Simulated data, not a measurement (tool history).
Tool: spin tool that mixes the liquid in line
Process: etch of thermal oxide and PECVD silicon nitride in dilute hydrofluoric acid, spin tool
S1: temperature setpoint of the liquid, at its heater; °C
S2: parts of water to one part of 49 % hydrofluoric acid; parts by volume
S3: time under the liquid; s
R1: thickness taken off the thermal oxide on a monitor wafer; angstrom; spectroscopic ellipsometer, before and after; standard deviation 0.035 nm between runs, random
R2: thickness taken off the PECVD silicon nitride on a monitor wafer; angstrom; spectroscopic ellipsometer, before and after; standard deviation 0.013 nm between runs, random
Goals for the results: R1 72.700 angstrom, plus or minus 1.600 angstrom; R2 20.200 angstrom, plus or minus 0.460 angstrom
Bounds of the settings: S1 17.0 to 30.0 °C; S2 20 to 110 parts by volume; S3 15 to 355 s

{"run": 1, "day": 0.0, "S1": 22.0, "S2": 60, "S3": 180, "R1": 147.47, "R2": 43.039}
{"run": 2, "day": 0.229, "S1": 21.0, "S2": 65, "S3": 180, "R1": 128.97, "R2": 37.112}
{"run": 3, "day": 0.488, "S1": 23.5, "S2": 65, "S3": 180, "R1": 145.09, "R2": 43.942}
{"run": 4, "day": 0.6, "S1": 23.5, "S2": 65, "S3": 150, "R1": 119.07, "R2": 36.201}
{"run": 5, "day": 0.825, "S1": 22.5, "S2": 70, "S3": 150, "R1": 105.88, "R2": 31.875}
{"run": 6, "day": 0.9, "S1": 22.5, "S2": 70, "S3": 80, "R1": 56.453, "R2": 17.088}
{"run": 7, "day": 1.0, "S1": 22.5, "S2": 65, "S3": 80, "R1": 61.065, "R2": 18.215}
{"run": 8, "day": 1.3, "S1": 21.0, "S2": 45, "S3": 70, "R1": 74.186, "R2": 20.663}

Exercise: of the 5 proposed moves below, exactly one satisfies all targets within the stated allowed misses. Which move is it?
{"run": "A", "day": 1.6, "S1": 22.0, "S2": 35, "S3": 50, "R1": "?", "R2": "?"}
{"run": "B", "day": 1.6, "S1": 21.5, "S2": 65, "S3": 95, "R1": "?", "R2": "?"}
{"run": "C", "day": 1.6, "S1": 20.5, "S2": 45, "S3": 75, "R1": "?", "R2": "?"}
{"run": "D", "day": 1.6, "S1": 24.0, "S2": 75, "S3": 100, "R1": "?", "R2": "?"}
{"run": "E", "day": 1.6, "S1": 20.0, "S2": 50, "S3": 85, "R1": "?", "R2": "?"}

move=A R1=72.407 R2=19.983
move=B R1=69.867 R2=20.075
move=C R1=78.289 R2=21.174
move=D R1=69.731 R2=21.737
move=E R1=77.705 R2=20.922
A: all results land within tolerance of their targets
B: puts the biggest miss on target and leaves a different result outside tolerance
C: its largest miss is bigger than the last run's
D: its largest miss is bigger than the last run's
E: its largest miss is bigger than the last run's
The move that meets every target is A.
